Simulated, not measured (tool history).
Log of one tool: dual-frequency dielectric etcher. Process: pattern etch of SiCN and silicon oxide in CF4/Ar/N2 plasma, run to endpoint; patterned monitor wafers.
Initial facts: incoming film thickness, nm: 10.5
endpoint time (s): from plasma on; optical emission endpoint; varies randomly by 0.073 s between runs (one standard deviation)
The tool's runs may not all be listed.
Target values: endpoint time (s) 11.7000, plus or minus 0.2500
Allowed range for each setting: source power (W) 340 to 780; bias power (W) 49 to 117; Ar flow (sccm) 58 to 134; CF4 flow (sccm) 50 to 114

Run 1, hour 0.0: source power (W) 560, bias power (W) 83, Ar flow (sccm) 96, CF4 flow (sccm) 82. Result: endpoint time (s) 9.2739.
Run 2, hour 7.2: source power (W) 560, bias power (W) 83, Ar flow (sccm) 96, CF4 flow (sccm) 95. Result: endpoint time (s) 9.0256.
Run 3, hour 10.1: source power (W) 560, bias power (W) 83, Ar flow (sccm) 96, CF4 flow (sccm) 102. Result: endpoint time (s) 8.9478.
Run 4, hour 16.4: source power (W) 510, bias power (W) 82, Ar flow (sccm) 96, CF4 flow (sccm) 102. Result: endpoint time (s) 9.9155.
Run 5, hour 22.9: source power (W) 480, bias power (W) 82, Ar flow (sccm) 96, CF4 flow (sccm) 102. Result: endpoint time (s) 10.3820.
Run 6, hour 26.4: source power (W) 540, bias power (W) 82, Ar flow (sccm) 96, CF4 flow (sccm) 102. Result: endpoint time (s) 9.2411.
Run 7, hour 31.1: source power (W) 500, bias power (W) 81, Ar flow (sccm) 96, CF4 flow (sccm) 102. Result: endpoint time (s) 10.0620.
Run 8, hour 34.1: source power (W) 470, bias power (W) 81, Ar flow (sccm) 96, CF4 flow (sccm) 102. Result: endpoint time (s) 10.6750.
Run 9, hour 35.4: source power (W) 470, bias power (W) 81, Ar flow (sccm) 96, CF4 flow (sccm) 102. Result: endpoint time (s) 10.5870.
Run 10, hour 38.2: source power (W) 450, bias power (W) 81, Ar flow (sccm) 96, CF4 flow (sccm) 102. Result: endpoint time (s) 11.2750.

5 next moves are on the table. One of them brings every result within its allowed miss. Which?
Run A, hour 41.0: source power (W) 560, bias power (W) 51, Ar flow (sccm) 103, CF4 flow (sccm) 88. Result: endpoint time (s) ?.
Run B, hour 41.0: source power (W) 460, bias power (W) 81, Ar flow (sccm) 95, CF4 flow (sccm) 96. Result: endpoint time (s) ?.
Run C, hour 41.0: source power (W) 440, bias power (W) 81, Ar flow (sccm) 94, CF4 flow (sccm) 114. Result: endpoint time (s) ?.
Run D, hour 41.0: source power (W) 440, bias power (W) 78, Ar flow (sccm) 96, CF4 flow (sccm) 101. Result: endpoint time (s) ?.
Run E, hour 41.0: source power (W) 440, bias power (W) 83, Ar flow (sccm) 94, CF4 flow (sccm) 110. Result: endpoint time (s) ?.

move  endpoint time (s)
   A            11.0430
   B            11.0460
   C            11.2430
   D            11.6400
   E            11.2010
A: its largest miss is bigger than the last run's
B: its largest miss is bigger than the last run's
C: its largest miss is bigger than the last run's
D: each result inside its tolerance
E: its largest miss is bigger than the last run's
Move D is the one to make.
